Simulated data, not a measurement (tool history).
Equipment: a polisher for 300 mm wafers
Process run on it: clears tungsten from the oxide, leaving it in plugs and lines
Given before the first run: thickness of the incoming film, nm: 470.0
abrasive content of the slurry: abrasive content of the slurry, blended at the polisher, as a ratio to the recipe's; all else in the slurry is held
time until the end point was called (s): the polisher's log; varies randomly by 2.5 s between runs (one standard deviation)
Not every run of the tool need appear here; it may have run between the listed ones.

run  hour  flow of slurry (ml/min)  pressure of the wafer on the pad (psi)  speed of the pad under the wafer (cm/s)  abrasive content of the slurry  overpolish time after the end point (s)  time until the end point was called (s)
  1   0.0                      205                                     4.0                                       88                            1.00                                       31                                   119.65
  2   0.9                      205                                     4.0                                       88                            0.85                                       31                                   125.49
  3   2.4                      205                                     4.0                                       88                            0.85                                       31                                   129.21
  4  10.7                      235                                     4.0                                       88                            0.85                                       31                                   123.87
  5  19.7                      235                                     4.0                                       88                            1.00                                       31                                   121.35
  6  26.7                      235                                     3.9                                       88                            1.00                                       31                                   124.49
  7  29.3                      235                                     3.8                                       88                            1.00                                       31                                   124.54
  8  30.5                      235                                     3.7                                       88                            1.00                                       31                                   129.00

Estimate the outcome of run 9 from the log above:
  9  38.1                      235                                     3.6                                       88                            1.00                                       31                                        ?

Logged for run 9: time until the end point was called (s) 131.45.

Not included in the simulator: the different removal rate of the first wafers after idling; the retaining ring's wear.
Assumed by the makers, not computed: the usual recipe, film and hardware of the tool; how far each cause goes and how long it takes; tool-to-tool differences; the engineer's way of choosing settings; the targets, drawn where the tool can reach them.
